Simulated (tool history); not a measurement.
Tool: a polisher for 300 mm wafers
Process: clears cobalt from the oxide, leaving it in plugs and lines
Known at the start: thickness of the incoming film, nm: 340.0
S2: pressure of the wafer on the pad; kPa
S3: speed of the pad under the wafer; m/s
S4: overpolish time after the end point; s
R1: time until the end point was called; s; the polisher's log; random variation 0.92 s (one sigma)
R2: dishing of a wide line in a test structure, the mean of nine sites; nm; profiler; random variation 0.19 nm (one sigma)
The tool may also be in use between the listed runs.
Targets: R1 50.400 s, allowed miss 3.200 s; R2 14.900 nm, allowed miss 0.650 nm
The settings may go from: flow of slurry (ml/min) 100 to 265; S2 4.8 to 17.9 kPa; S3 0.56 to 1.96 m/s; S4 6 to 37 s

run 1 hour=0.0 | flow_of_slurry_(ml/min)=170 S2=11.0 S3=1.26 S4=19 | R1=66.160 R2=16.917
run 2 hour=1.5 | flow_of_slurry_(ml/min)=165 S2=11.7 S3=1.28 S4=16 | R1=64.633 R2=16.892
run 3 hour=10.4 | flow_of_slurry_(ml/min)=165 S2=11.7 S3=1.00 S4=16 | R1=79.998 R2=16.689
run 4 hour=12.5 | flow_of_slurry_(ml/min)=165 S2=13.1 S3=1.00 S4=16 | R1=72.134 R2=16.795
run 5 hour=16.7 | flow_of_slurry_(ml/min)=180 S2=13.8 S3=1.04 S4=13 | R1=65.069 R2=16.743
run 6 hour=22.2 | flow_of_slurry_(ml/min)=195 S2=14.5 S3=1.06 S4=11 | R1=59.709 R2=16.195
run 7 hour=23.6 | flow_of_slurry_(ml/min)=215 S2=14.5 S3=1.06 S4=10 | R1=60.962 R2=16.514
run 8 hour=24.3 | flow_of_slurry_(ml/min)=185 S2=15.2 S3=1.02 S4=9 | R1=59.255 R2=15.994
run 9 hour=29.3 | flow_of_slurry_(ml/min)=185 S2=15.2 S3=1.02 S4=9 | R1=60.520 R2=15.949
run 10 hour=33.7 | flow_of_slurry_(ml/min)=170 S2=15.9 S3=1.02 S4=8 | R1=58.496 R2=15.573
run 11 hour=39.7 | flow_of_slurry_(ml/min)=165 S2=16.5 S3=1.02 S4=7 | R1=56.002 R2=15.152
run 12 hour=48.6 | flow_of_slurry_(ml/min)=165 S2=17.2 S3=1.02 S4=7 | R1=53.682 R2=15.062

4 next moves are on the table. One of them brings every result within its allowed miss. Which?
run A hour=57.5 | flow_of_slurry_(ml/min)=165 S2=16.5 S3=0.88 S4=8 | R1=? R2=?
run B hour=57.5 | flow_of_slurry_(ml/min)=145 S2=16.5 S3=1.16 S4=6 | R1=? R2=?
run C hour=57.5 | flow_of_slurry_(ml/min)=175 S2=15.9 S3=1.00 S4=10 | R1=? R2=?
run D hour=57.5 | flow_of_slurry_(ml/min)=145 S2=17.9 S3=1.30 S4=7 | R1=? R2=?

move=A R1=64.166 R2=15.251
move=B R1=50.300 R2=15.009
move=C R1=58.575 R2=16.409
move=D R1=41.699 R2=16.303
A: further off than the last run
B: meets every target
C: further off than the last run
D: takes the result that was furthest off past its target
Move B is the one to make.
